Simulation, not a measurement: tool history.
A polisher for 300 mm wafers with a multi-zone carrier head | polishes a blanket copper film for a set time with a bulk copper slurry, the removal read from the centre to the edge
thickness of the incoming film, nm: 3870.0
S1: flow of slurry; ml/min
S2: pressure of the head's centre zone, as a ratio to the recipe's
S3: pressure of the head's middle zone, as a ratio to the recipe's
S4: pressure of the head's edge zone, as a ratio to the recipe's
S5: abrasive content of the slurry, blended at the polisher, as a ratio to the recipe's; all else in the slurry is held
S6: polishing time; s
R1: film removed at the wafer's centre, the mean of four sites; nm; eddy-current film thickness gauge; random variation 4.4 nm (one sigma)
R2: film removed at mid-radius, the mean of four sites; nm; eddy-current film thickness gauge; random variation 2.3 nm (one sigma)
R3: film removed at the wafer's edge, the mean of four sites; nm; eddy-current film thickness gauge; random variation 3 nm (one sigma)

run,hour,S1,S2,S3,S4,S5,S6,R1,R2,R3
1,0,255,1,1,1,1,51,479.13,461.67,447.35
2,5,255,1,1.08,1,1,51,471.23,491.94,441.01
3,9.5,255,1,1.08,1,1.15,51,472.07,495.6,455.75
4,11.3,255,1,1.08,1.08,1.15,51,470.43,497.01,477.83
5,17.3,215,1,1.08,1.08,1.15,51,463.77,495.55,461.85
6,23.1,215,1.05,1.08,1.08,1.15,51,491.83,487.96,462.35
7,31.9,220,1.03,1.03,1.09,1.05,46,419.26,426.14,420.58
8,40.6,185,1.1,0.93,1.01,0.8,33,297.15,256.6,274.1
9,42.4,205,1.09,0.93,1.04,0.8,33,302.78,267.51,279.01

Run 10 comes next. What will it give?
10,49.6,200,1.08,0.92,1.07,0.85,33,?,?,?

{"run 10": {"R1": 297.49, "R2": 263.82, "R3": 286.11}}

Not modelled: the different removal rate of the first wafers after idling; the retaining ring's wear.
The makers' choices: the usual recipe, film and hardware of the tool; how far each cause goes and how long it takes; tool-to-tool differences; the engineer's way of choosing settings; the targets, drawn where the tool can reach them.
